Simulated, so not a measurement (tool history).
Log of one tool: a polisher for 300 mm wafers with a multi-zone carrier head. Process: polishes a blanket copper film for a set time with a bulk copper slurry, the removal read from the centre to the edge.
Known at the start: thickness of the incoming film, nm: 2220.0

run	hour	flow of slurry (ml/min)	pressure of the head's centre zone	pressure of the head's middle zone	pressure of the head's edge zone	abrasive content of the slurry	polishing time (s)	film removed at the wafer's centre (angstrom)	film removed at mid-radius (angstrom)	film removed at the wafer's edge (angstrom)
1	0.0	235	1.00	1.00	1.00	1.00	42	2134.2	2144.3	2126.9
2	1.5	235	1.00	0.94	1.00	1.00	42	2115.1	2077.3	2128.5
3	2.4	225	0.97	0.91	0.98	0.85	40	1904.6	1799.7	1936.4
4	7.1	225	0.97	0.91	0.98	1.00	40	1975.2	1899.2	2006.1
5	15.7	225	0.90	0.91	0.98	1.00	40	1867.8	1872.2	2018.9
6	16.5	185	0.90	0.91	0.98	1.00	40	1805.0	1891.9	1967.9
7	20.8	180	0.88	0.90	0.96	0.85	39	1641.0	1724.0	1814.7
8	28.6	175	0.87	0.88	0.93	0.80	39	1609.3	1630.5	1727.2
9	34.6	155	0.81	0.87	0.90	0.60	38	1383.6	1466.7	1526.6

Forecast run 10:
10	38.3	160	0.81	0.87	0.91	0.60	38	?	?	?

Run 10 gave film removed at the wafer's centre (angstrom) 1361.4, film removed at mid-radius (angstrom) 1441.4, film removed at the wafer's edge (angstrom) 1555.6.

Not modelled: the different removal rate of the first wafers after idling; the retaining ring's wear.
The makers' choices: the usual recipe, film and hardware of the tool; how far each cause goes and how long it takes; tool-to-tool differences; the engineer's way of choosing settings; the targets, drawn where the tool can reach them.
